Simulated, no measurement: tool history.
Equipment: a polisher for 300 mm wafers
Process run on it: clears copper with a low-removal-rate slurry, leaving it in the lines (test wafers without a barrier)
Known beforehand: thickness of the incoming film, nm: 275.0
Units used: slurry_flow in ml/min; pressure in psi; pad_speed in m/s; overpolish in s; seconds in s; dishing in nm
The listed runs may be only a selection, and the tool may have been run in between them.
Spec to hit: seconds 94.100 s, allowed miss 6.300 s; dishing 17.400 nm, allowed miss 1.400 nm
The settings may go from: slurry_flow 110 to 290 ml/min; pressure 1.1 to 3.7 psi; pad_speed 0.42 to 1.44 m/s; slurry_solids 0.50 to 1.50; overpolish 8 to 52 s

{"run": 1, "hour": 0.0, "slurry_flow": 185, "pressure": 2.4, "pad_speed": 0.92, "slurry_solids": 1.0, "overpolish": 26, "seconds": 144.46, "dishing": 31.585}
{"run": 2, "hour": 3.0, "slurry_flow": 185, "pressure": 2.4, "pad_speed": 1.0, "slurry_solids": 1.0, "overpolish": 26, "seconds": 133.28, "dishing": 34.672}
{"run": 3, "hour": 3.6, "slurry_flow": 210, "pressure": 2.7, "pad_speed": 0.88, "slurry_solids": 1.1, "overpolish": 22, "seconds": 130.63, "dishing": 30.171}
{"run": 4, "hour": 11.8, "slurry_flow": 210, "pressure": 2.7, "pad_speed": 0.96, "slurry_solids": 1.1, "overpolish": 22, "seconds": 121.55, "dishing": 32.711}
{"run": 5, "hour": 19.5, "slurry_flow": 210, "pressure": 2.9, "pad_speed": 0.96, "slurry_solids": 1.1, "overpolish": 22, "seconds": 114.48, "dishing": 33.617}
{"run": 6, "hour": 20.4, "slurry_flow": 210, "pressure": 2.6, "pad_speed": 0.96, "slurry_solids": 1.1, "overpolish": 22, "seconds": 125.26, "dishing": 32.296}
{"run": 7, "hour": 29.1, "slurry_flow": 185, "pressure": 2.9, "pad_speed": 0.96, "slurry_solids": 0.95, "overpolish": 19, "seconds": 116.58, "dishing": 29.572}
{"run": 8, "hour": 35.6, "slurry_flow": 165, "pressure": 3.1, "pad_speed": 0.94, "slurry_solids": 0.85, "overpolish": 16, "seconds": 123.5, "dishing": 25.807}
{"run": 9, "hour": 42.3, "slurry_flow": 170, "pressure": 3.2, "pad_speed": 0.94, "slurry_solids": 0.75, "overpolish": 14, "seconds": 121.54, "dishing": 23.126}
{"run": 10, "hour": 47.1, "slurry_flow": 170, "pressure": 3.2, "pad_speed": 0.94, "slurry_solids": 0.75, "overpolish": 14, "seconds": 118.21, "dishing": 23.491}
{"run": 11, "hour": 54.0, "slurry_flow": 200, "pressure": 3.3, "pad_speed": 0.92, "slurry_solids": 0.7, "overpolish": 13, "seconds": 115.57, "dishing": 21.816}
{"run": 12, "hour": 55.6, "slurry_flow": 200, "pressure": 3.3, "pad_speed": 0.92, "slurry_solids": 0.7, "overpolish": 13, "seconds": 118.88, "dishing": 21.413}
{"run": 13, "hour": 58.1, "slurry_flow": 220, "pressure": 3.4, "pad_speed": 0.94, "slurry_solids": 0.65, "overpolish": 12, "seconds": 119.18, "dishing": 21.558}
{"run": 14, "hour": 65.7, "slurry_flow": 195, "pressure": 3.5, "pad_speed": 0.96, "slurry_solids": 0.6, "overpolish": 11, "seconds": 113.13, "dishing": 19.218}

5 next moves are on the table. One of them brings every result within its allowed miss. Which?
{"run": "A", "hour": 73.3, "slurry_flow": 200, "pressure": 3.7, "pad_speed": 0.9, "slurry_solids": 0.55, "overpolish": 8, "seconds": "?", "dishing": "?"}
{"run": "B", "hour": 73.3, "slurry_flow": 165, "pressure": 3.3, "pad_speed": 1.06, "slurry_solids": 0.5, "overpolish": 8, "seconds": "?", "dishing": "?"}
{"run": "C", "hour": 73.3, "slurry_flow": 165, "pressure": 3.6, "pad_speed": 0.76, "slurry_solids": 0.6, "overpolish": 19, "seconds": "?", "dishing": "?"}
{"run": "D", "hour": 73.3, "slurry_flow": 165, "pressure": 3.1, "pad_speed": 0.76, "slurry_solids": 0.5, "overpolish": 16, "seconds": "?", "dishing": "?"}
{"run": "E", "hour": 73.3, "slurry_flow": 175, "pressure": 3.7, "pad_speed": 0.98, "slurry_solids": 0.9, "overpolish": 8, "seconds": "?", "dishing": "?"}

move=A seconds=118.140 dishing=14.826
move=B seconds=116.070 dishing=15.028
move=C seconds=142.800 dishing=26.707
move=D seconds=168.850 dishing=19.910
move=E seconds=98.688 dishing=17.437
A: lands further from the targets than the last run did
B: lands further from the targets than the last run did
C: lands further from the targets than the last run did
D: lands further from the targets than the last run did
E: each result inside its tolerance
So the answer is move E, the one that meets all the targets.

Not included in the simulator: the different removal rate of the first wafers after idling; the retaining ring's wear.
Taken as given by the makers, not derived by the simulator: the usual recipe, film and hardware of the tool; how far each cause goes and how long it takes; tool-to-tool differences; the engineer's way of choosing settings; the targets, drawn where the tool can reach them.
